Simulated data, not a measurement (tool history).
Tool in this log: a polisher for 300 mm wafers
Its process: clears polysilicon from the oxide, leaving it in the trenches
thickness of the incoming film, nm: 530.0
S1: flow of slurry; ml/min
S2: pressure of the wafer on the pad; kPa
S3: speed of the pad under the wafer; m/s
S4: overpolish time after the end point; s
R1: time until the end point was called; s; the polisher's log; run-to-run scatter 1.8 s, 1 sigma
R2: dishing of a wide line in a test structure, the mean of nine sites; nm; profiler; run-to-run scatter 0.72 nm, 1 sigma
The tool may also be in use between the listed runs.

| run | hour | S1 | S2 | S3 | S4 | R1 | R2 |
|---|---|---|---|---|---|---|---|
| 1 | 0 | 245 | 13.8 | 0.76 | 17 | 59.753 | 44.435 |
| 2 | 3.6 | 245 | 11 | 0.72 | 13 | 75.658 | 38.69 |
| 3 | 12.2 | 245 | 9.7 | 0.68 | 16 | 87.765 | 39.317 |
| 4 | 13.4 | 245 | 9.7 | 0.68 | 21 | 89.352 | 41.962 |
| 5 | 19.8 | 245 | 8.3 | 0.66 | 20 | 106.13 | 40.44 |
| 6 | 27.4 | 245 | 11.7 | 0.66 | 20 | 77.583 | 41.16 |

For run 7, what comes out?
| 7 | 30.2 | 245 | 9.7 | 0.64 | 19 | ? | ? |

R1: 95.748 s
R2: 41.232 nm
